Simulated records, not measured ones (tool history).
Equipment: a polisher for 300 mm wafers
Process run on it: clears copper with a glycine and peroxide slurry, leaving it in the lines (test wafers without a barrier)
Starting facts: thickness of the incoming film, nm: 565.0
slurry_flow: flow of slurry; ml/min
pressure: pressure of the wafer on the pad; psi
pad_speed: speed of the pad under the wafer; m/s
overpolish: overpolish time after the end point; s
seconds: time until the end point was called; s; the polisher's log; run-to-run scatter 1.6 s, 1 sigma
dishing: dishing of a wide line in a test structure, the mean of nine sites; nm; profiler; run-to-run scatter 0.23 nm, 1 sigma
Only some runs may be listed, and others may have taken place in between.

run 1 hour=0 | slurry_flow=290 pressure=2.2 pad_speed=0.78 overpolish=13 | seconds=153.54 dishing=11.706
run 2 hour=2.9 | slurry_flow=290 pressure=2.2 pad_speed=0.78 overpolish=17 | seconds=157.56 dishing=12.305
run 3 hour=4 | slurry_flow=290 pressure=2.2 pad_speed=0.78 overpolish=16 | seconds=156.29 dishing=11.632
run 4 hour=6.6 | slurry_flow=290 pressure=2.2 pad_speed=0.78 overpolish=11 | seconds=159.07 dishing=11.065
run 5 hour=13.9 | slurry_flow=290 pressure=2.2 pad_speed=0.78 overpolish=14 | seconds=158.57 dishing=11.401
run 6 hour=19 | slurry_flow=290 pressure=2.2 pad_speed=0.78 overpolish=12 | seconds=154.7 dishing=11.34
run 7 hour=27.9 | slurry_flow=290 pressure=2.3 pad_speed=0.78 overpolish=12 | seconds=152.62 dishing=11.587

Forecast run 8:
run 8 hour=29.1 | slurry_flow=290 pressure=2.3 pad_speed=0.8 overpolish=11 | seconds=? dishing=?

Run 8 produced seconds 148.7 s, dishing 11.277 nm.
